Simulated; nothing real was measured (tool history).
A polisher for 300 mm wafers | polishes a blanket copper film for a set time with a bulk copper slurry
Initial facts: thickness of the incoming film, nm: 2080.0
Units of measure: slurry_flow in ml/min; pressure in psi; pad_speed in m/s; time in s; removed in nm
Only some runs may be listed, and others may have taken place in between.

run  hour  slurry_flow  pressure  pad_speed  slurry_solids  time  removed
  1   0.0          280       2.6       1.28            1.0    43   414.88
  2   2.8          280       2.2       1.26            1.0    43   356.17
  3  10.7          280       1.9       1.22            1.0    43   297.74
  4  12.7          280       1.7       1.22            1.0    43   269.97
  5  18.1          280       1.6       1.22            1.0    43   254.77
  6  22.2          280       2.0       1.22            1.0    43   315.91

Run 7 has not been measured yet. What should we expect?
  7  27.5          280       1.3       1.20            1.0    43        ?

{"run 7": {"removed": 205.87}}
